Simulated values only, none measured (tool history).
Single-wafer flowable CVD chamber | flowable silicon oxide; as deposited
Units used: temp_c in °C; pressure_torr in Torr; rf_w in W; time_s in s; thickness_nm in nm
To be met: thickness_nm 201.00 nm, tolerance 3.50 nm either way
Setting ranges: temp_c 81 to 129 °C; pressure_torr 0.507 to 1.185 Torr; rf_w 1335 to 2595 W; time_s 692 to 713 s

run  hour  temp_c  pressure_torr  rf_w  time_s  thickness_nm
  1   0.0     105          0.846  1965     692        410.68
  2   7.6     105          0.846  1965     713        423.27
  3   8.8     105          0.846  2125     713        431.51
  4  12.5     109          0.845  2125     713        369.33
  5  18.1     109          0.845  1935     713        361.79
  6  25.5     112          0.845  1935     713        325.96
  7  29.6     124          0.843  1935     713        217.65
  8  36.7     125          0.843  1935     713        213.08
  9  39.5     126          0.843  1935     713        205.88

Pick the move, out of 5, that brings all results within their allowed miss; only one does.
  A  42.3     126          0.802  1940     704             ?
  B  42.3     122          0.767  1985     699             ?
  C  42.3     126          0.870  1820     709             ?
  D  42.3     123          0.777  1870     694             ?
  E  42.3     124          0.825  1920     705             ?

move  thickness_nm
   A        194.26
   B        209.45
   C        208.49
   D        201.48
   E        211.69
A: pushes the last run's worst result past its target
B: the biggest miss grows against the last run
C: the biggest miss grows against the last run
D: in spec on every target
E: the biggest miss grows against the last run
So the answer is move D, the one that meets all the targets.
